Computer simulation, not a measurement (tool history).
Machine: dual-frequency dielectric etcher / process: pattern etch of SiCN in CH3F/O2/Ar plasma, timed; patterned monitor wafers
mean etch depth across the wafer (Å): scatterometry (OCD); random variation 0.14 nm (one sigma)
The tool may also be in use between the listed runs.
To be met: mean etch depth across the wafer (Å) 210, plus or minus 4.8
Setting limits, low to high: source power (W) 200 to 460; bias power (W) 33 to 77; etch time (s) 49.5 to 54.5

run	hour	source power (W)	bias power (W)	etch time (s)	mean etch depth across the wafer (Å)
1	0	330	55	54.5	183.53
2	8.8	340	56	54.5	188.2
3	10.1	350	56	54.5	192.29
4	17.3	350	56	49.5	171.66
5	20	360	58	50	179.57
6	24.1	370	59	50	183.88
7	32.6	380	60	50	188.27
8	38.2	380	60	50	187.34
9	45.7	390	61	50	187.93
10	49.9	390	62	50	191.65
11	56.3	400	63	50	197.06
12	64.9	420	64	50	199.01

Which one of the following 4 next-run settings gets every result inside its allowed miss? There is exactly one.
A	73.5	420	62	49.5	?
B	73.5	430	71	53	?
C	73.5	450	57	49.5	?
D	73.5	410	62	54	?

move	mean etch depth across the wafer (Å)
A	194.92
B	221.88
C	194.27
D	210.57
A: misses by more than the last run did
B: pushes the last run's worst result past its target
C: misses by more than the last run did
D: every result within its allowed miss
Go with D: it meets all targets.
